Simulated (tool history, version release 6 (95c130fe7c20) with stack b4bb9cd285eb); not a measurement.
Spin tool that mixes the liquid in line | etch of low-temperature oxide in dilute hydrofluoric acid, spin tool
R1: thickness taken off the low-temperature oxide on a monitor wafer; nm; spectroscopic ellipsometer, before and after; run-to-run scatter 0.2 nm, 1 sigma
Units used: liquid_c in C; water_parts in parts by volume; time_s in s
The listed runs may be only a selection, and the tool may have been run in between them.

{"run": 1, "hour": 0.0, "liquid_c": 22, "water_parts": 225, "time_s": 210, "R1": 18.102}
{"run": 2, "hour": 4.0, "liquid_c": 23, "water_parts": 210, "time_s": 210, "R1": 20.27}
{"run": 3, "hour": 8.3, "liquid_c": 23, "water_parts": 210, "time_s": 225, "R1": 21.651}
{"run": 4, "hour": 11.5, "liquid_c": 23, "water_parts": 270, "time_s": 225, "R1": 16.007}
{"run": 5, "hour": 12.6, "liquid_c": 21, "water_parts": 270, "time_s": 225, "R1": 14.971}
{"run": 6, "hour": 20.7, "liquid_c": 22.5, "water_parts": 250, "time_s": 225, "R1": 17.33}
{"run": 7, "hour": 25.8, "liquid_c": 23.5, "water_parts": 235, "time_s": 225, "R1": 19.361}
{"run": 8, "hour": 31.2, "liquid_c": 24.5, "water_parts": 220, "time_s": 225, "R1": 21.811}

Run 9 is up next; what results do you expect?
{"run": 9, "hour": 34.8, "liquid_c": 28.5, "water_parts": 140, "time_s": 225, "R1": "?"}

{"run 9": {"R1": 43.074}}

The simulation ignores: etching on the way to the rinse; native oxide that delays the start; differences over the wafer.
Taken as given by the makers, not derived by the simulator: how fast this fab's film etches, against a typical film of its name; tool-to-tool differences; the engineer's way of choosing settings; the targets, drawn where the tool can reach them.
